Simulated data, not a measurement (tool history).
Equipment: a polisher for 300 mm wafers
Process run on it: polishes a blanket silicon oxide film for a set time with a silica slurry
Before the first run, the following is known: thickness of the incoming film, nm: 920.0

run,hour,flow of slurry (ml/min),pressure of the wafer on the pad (kPa),speed of the pad under the wafer (m/s),abrasive content of the slurry,polishing time (s),film removed (Å)
1,0,150,33.1,1.24,1,71,2476.8
2,5.5,150,31,1.24,1,71,2361.9
3,13.9,150,31,1.24,1,74,2500.6
4,15.7,150,25.5,1.24,1,74,2185.6
5,21.6,150,24.1,1.22,1,74,2038.7
6,29.2,150,22.8,1.2,1,74,1929.8
7,36.5,150,21.4,1.2,1,74,1881.8
8,39.2,150,20.7,1.18,1,74,1794.2
9,42,150,20.7,1.18,1,74,1789.6

What will run 10 give?
10,43.6,150,20,1.18,1,74,?

film removed (Å): 1765.5

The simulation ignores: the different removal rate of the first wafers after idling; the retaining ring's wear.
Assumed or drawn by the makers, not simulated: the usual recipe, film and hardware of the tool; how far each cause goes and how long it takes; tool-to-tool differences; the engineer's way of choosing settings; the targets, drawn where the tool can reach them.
